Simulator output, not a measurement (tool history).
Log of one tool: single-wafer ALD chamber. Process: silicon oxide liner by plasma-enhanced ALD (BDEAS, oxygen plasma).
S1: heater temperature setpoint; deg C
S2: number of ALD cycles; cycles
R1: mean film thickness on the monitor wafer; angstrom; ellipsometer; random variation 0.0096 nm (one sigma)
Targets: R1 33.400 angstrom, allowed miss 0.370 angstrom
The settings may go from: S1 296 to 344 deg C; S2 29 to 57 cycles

run 1 day=0.000 | S1=320 S2=43 | R1=36.799
run 2 day=0.254 | S1=315 S2=43 | R1=37.104
run 3 day=0.438 | S1=315 S2=46 | R1=39.830
run 4 day=0.596 | S1=309 S2=46 | R1=39.989
run 5 day=0.821 | S1=312 S2=43 | R1=37.165
run 6 day=1.075 | S1=314 S2=41 | R1=35.488
run 7 day=1.154 | S1=317 S2=40 | R1=34.431
run 8 day=1.454 | S1=319 S2=40 | R1=34.497
run 9 day=1.804 | S1=321 S2=40 | R1=34.135
run 10 day=2.067 | S1=323 S2=40 | R1=34.222
run 11 day=2.333 | S1=325 S2=40 | R1=33.973
run 12 day=2.400 | S1=327 S2=40 | R1=33.979

Which of these 4 next moves meets every target?
run A day=2.467 | S1=320 S2=40 | R1=?
run B day=2.467 | S1=314 S2=40 | R1=?
run C day=2.467 | S1=337 S2=39 | R1=?
run D day=2.467 | S1=321 S2=39 | R1=?

move=A R1=34.153
move=B R1=34.454
move=C R1=32.468
move=D R1=33.250
A: further off than the last run
B: further off than the last run
C: takes the result that was furthest off past its target
D: meets every target
Move D is the one to make.
